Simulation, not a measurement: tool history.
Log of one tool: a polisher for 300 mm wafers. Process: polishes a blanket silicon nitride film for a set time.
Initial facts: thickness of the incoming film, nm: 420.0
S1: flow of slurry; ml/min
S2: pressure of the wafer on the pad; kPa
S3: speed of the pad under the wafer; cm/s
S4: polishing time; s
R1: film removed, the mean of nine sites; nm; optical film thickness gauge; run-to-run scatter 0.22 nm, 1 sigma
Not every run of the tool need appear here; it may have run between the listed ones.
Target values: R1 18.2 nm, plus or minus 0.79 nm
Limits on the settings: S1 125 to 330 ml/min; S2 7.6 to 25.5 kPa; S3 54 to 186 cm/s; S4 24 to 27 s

{"run": 1, "hour": 0.0, "S1": 210, "S2": 16.5, "S3": 118, "S4": 27, "R1": 29.74}
{"run": 2, "hour": 5.9, "S1": 185, "S2": 16.5, "S3": 118, "S4": 27, "R1": 28.963}
{"run": 3, "hour": 8.2, "S1": 180, "S2": 14.5, "S3": 116, "S4": 27, "R1": 25.281}
{"run": 4, "hour": 14.9, "S1": 180, "S2": 13.1, "S3": 116, "S4": 27, "R1": 22.915}
{"run": 5, "hour": 21.4, "S1": 180, "S2": 12.4, "S3": 116, "S4": 27, "R1": 21.484}
{"run": 6, "hour": 24.6, "S1": 135, "S2": 12.4, "S3": 116, "S4": 27, "R1": 21.146}
{"run": 7, "hour": 29.0, "S1": 135, "S2": 9.7, "S3": 114, "S4": 27, "R1": 16.287}
{"run": 8, "hour": 34.3, "S1": 140, "S2": 10.3, "S3": 114, "S4": 27, "R1": 17.208}

Exactly one of the 5 candidate moves below puts every result within its allowed miss. Which one?
{"run": "A", "hour": 39.6, "S1": 150, "S2": 11, "S3": 112, "S4": 24, "R1": "?"}
{"run": "B", "hour": 39.6, "S1": 145, "S2": 14.5, "S3": 84, "S4": 24, "R1": "?"}
{"run": "C", "hour": 39.6, "S1": 125, "S2": 11, "S3": 118, "S4": 24, "R1": "?"}
{"run": "D", "hour": 39.6, "S1": 150, "S2": 8.3, "S3": 132, "S4": 27, "R1": "?"}
{"run": "E", "hour": 39.6, "S1": 130, "S2": 9.7, "S3": 134, "S4": 27, "R1": "?"}

move=A R1=16.147
move=B R1=16.539
move=C R1=16.138
move=D R1=15.768
move=E R1=17.875
A: the biggest miss grows against the last run
B: the biggest miss grows against the last run
C: the biggest miss grows against the last run
D: the biggest miss grows against the last run
E: hits every target within its allowed miss
Answer: E
